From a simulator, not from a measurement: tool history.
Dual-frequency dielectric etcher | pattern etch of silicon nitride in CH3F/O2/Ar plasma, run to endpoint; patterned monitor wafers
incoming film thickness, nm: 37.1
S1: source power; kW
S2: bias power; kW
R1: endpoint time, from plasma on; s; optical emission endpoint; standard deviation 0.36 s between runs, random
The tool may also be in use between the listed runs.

| run | hour | S1 | S2 | R1 |
|---|---|---|---|---|
| 1 | 0 | 0.36 | 0.098 | 50.155 |
| 2 | 2 | 0.42 | 0.098 | 47.299 |
| 3 | 6.1 | 0.45 | 0.098 | 45.954 |
| 4 | 8.2 | 0.41 | 0.094 | 48.919 |
| 5 | 11.6 | 0.41 | 0.077 | 54.514 |
| 6 | 15.4 | 0.41 | 0.083 | 52.112 |

Run 7 has not been measured yet. What should we expect?
| 7 | 17.2 | 0.39 | 0.082 | ? |

R1: 53.98 s
